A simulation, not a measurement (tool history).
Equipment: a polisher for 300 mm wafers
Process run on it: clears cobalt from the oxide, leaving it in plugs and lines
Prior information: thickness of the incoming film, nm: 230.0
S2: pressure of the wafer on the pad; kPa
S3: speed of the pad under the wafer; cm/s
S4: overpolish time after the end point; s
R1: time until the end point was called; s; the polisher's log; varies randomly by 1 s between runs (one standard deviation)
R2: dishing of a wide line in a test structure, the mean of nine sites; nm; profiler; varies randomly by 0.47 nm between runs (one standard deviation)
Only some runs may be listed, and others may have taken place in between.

{"run": 1, "day": 0.0, "flow of slurry (ml/min)": 230, "S2": 9.7, "S3": 108, "S4": 29, "R1": 50.09, "R2": 47.328}
{"run": 2, "day": 0.158, "flow of slurry (ml/min)": 230, "S2": 9.7, "S3": 108, "S4": 34, "R1": 50.223, "R2": 49.65}
{"run": 3, "day": 0.388, "flow of slurry (ml/min)": 225, "S2": 8.3, "S3": 102, "S4": 36, "R1": 61.371, "R2": 48.445}
{"run": 4, "day": 0.758, "flow of slurry (ml/min)": 225, "S2": 6.9, "S3": 102, "S4": 36, "R1": 73.567, "R2": 45.713}
{"run": 5, "day": 1.104, "flow of slurry (ml/min)": 225, "S2": 6.9, "S3": 86, "S4": 36, "R1": 84.652, "R2": 42.936}
{"run": 6, "day": 1.258, "flow of slurry (ml/min)": 225, "S2": 4.8, "S3": 86, "S4": 36, "R1": 119.6, "R2": 37.358}
{"run": 7, "day": 1.338, "flow of slurry (ml/min)": 235, "S2": 5.5, "S3": 84, "S4": 50, "R1": 106.97, "R2": 45.62}
{"run": 8, "day": 1.608, "flow of slurry (ml/min)": 235, "S2": 5.5, "S3": 84, "S4": 49, "R1": 107.79, "R2": 45.642}

What will run 9 give?
{"run": 9, "day": 1.862, "flow of slurry (ml/min)": 225, "S2": 4.8, "S3": 84, "S4": 45, "R1": "?", "R2": "?"}

R1: 122.560 s
R2: 42.261 nm
